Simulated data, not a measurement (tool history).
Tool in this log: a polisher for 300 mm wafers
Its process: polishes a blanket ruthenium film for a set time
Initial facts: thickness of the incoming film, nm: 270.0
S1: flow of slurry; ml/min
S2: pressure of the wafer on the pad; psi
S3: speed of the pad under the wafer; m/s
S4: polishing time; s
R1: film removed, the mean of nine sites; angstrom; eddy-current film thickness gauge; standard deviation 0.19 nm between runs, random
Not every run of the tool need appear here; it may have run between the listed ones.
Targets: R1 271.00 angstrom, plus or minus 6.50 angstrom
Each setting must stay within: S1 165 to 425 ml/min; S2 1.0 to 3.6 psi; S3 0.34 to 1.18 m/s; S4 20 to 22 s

| run | day | S1 | S2 | S3 | S4 | R1 |
|---|---|---|---|---|---|---|
| 1 | 0.000 | 275 | 2.3 | 0.76 | 22 | 228.52 |
| 2 | 0.142 | 325 | 2.3 | 0.76 | 22 | 234.13 |
| 3 | 0.404 | 330 | 2.4 | 0.76 | 22 | 240.22 |
| 4 | 0.475 | 330 | 2.5 | 0.76 | 22 | 250.90 |
| 5 | 0.638 | 330 | 2.5 | 0.76 | 20 | 226.68 |
| 6 | 0.879 | 395 | 2.5 | 0.76 | 20 | 230.40 |
| 7 | 0.938 | 395 | 2.6 | 0.76 | 20 | 238.86 |
| 8 | 1.067 | 395 | 2.7 | 0.76 | 20 | 251.90 |
| 9 | 1.229 | 395 | 2.8 | 0.76 | 20 | 259.74 |

Below are 5 possible settings for the next run. Only one of them brings all results inside the allowed miss of their targets. Which is it?
| A | 1.392 | 350 | 2.7 | 0.74 | 21 | ? |
| B | 1.392 | 405 | 3.6 | 0.52 | 22 | ? |
| C | 1.392 | 400 | 2.7 | 0.80 | 22 | ? |
| D | 1.392 | 425 | 2.9 | 0.70 | 22 | ? |
| E | 1.392 | 415 | 2.9 | 0.78 | 21 | ? |

| move | R1 |
|---|---|
| A | 254.88 |
| B | 254.24 |
| C | 290.54 |
| D | 274.74 |
| E | 290.81 |
A: the biggest miss grows against the last run
B: the biggest miss grows against the last run
C: the result that was furthest off in the last run now lies on the other side of its target
D: all results in spec
E: the result that was furthest off in the last run now lies on the other side of its target
Correct choice: D, which meets every target
